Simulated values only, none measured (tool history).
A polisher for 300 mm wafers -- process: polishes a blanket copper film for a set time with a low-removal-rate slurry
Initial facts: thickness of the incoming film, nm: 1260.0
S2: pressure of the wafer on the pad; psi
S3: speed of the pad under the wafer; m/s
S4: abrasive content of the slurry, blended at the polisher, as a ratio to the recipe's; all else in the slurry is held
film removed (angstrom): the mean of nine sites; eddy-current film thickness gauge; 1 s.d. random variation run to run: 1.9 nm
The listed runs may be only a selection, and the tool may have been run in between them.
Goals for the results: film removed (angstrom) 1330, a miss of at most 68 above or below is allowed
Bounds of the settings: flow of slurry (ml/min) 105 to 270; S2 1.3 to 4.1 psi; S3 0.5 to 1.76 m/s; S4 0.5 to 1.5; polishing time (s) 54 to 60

Run 1, hour 0: flow of slurry (ml/min) 175, S2 2.7 psi, S3 1.12 m/s, S4 1, polishing time (s) 60. Result: film removed (angstrom) 2181.1.
Run 2, hour 5.3: flow of slurry (ml/min) 175, S2 2.7 psi, S3 1.34 m/s, S4 1, polishing time (s) 60. Result: film removed (angstrom) 2548.9.
Run 3, hour 11.4: flow of slurry (ml/min) 175, S2 2.7 psi, S3 1.54 m/s, S4 1, polishing time (s) 60. Result: film removed (angstrom) 2823.1.
Run 4, hour 12.4: flow of slurry (ml/min) 175, S2 2.3 psi, S3 1.42 m/s, S4 1, polishing time (s) 59. Result: film removed (angstrom) 2241.7.
Run 5, hour 14.2: flow of slurry (ml/min) 175, S2 2 psi, S3 1.36 m/s, S4 1, polishing time (s) 59. Result: film removed (angstrom) 1888.4.
Run 6, hour 18.8: flow of slurry (ml/min) 175, S2 2.6 psi, S3 1.36 m/s, S4 1, polishing time (s) 59. Result: film removed (angstrom) 2419.3.
Run 7, hour 21.5: flow of slurry (ml/min) 175, S2 2.2 psi, S3 1.32 m/s, S4 1, polishing time (s) 59. Result: film removed (angstrom) 1948.1.
Run 8, hour 29.5: flow of slurry (ml/min) 175, S2 1.9 psi, S3 1.3 m/s, S4 1, polishing time (s) 59. Result: film removed (angstrom) 1712.9.
Run 9, hour 30.6: flow of slurry (ml/min) 175, S2 1.7 psi, S3 1.3 m/s, S4 1, polishing time (s) 59. Result: film removed (angstrom) 1558.3.
Run 10, hour 38: flow of slurry (ml/min) 175, S2 1.6 psi, S3 1.3 m/s, S4 1, polishing time (s) 59. Result: film removed (angstrom) 1512.8.

5 next moves are on the table. One of them brings every result within its allowed miss. Which?
Run A, hour 45.4: flow of slurry (ml/min) 150, S2 1.3 psi, S3 1.34 m/s, S4 1.15, polishing time (s) 54. Result: film removed (angstrom) ?.
Run B, hour 45.4: flow of slurry (ml/min) 170, S2 1.7 psi, S3 1.34 m/s, S4 1, polishing time (s) 56. Result: film removed (angstrom) ?.
Run C, hour 45.4: flow of slurry (ml/min) 185, S2 1.5 psi, S3 1.4 m/s, S4 1.05, polishing time (s) 59. Result: film removed (angstrom) ?.
Run D, hour 45.4: flow of slurry (ml/min) 195, S2 1.8 psi, S3 1.04 m/s, S4 1.2, polishing time (s) 54. Result: film removed (angstrom) ?.
Run E, hour 45.4: flow of slurry (ml/min) 170, S2 1.5 psi, S3 1.2 m/s, S4 1, polishing time (s) 55. Result: film removed (angstrom) ?.

move  film removed (angstrom)
   A                   1121.7
   B                   1490.9
   C                   1480.8
   D                   1307.1
   E                   1186.3
A: moves the result that the last run missed by most past its target, out the other side
B: an improvement on the last run, though not all results are within tolerance
C: an improvement on the last run, though not all results are within tolerance
D: all results land within tolerance of their targets
E: moves the result that the last run missed by most past its target, out the other side
Move D is the one to make.
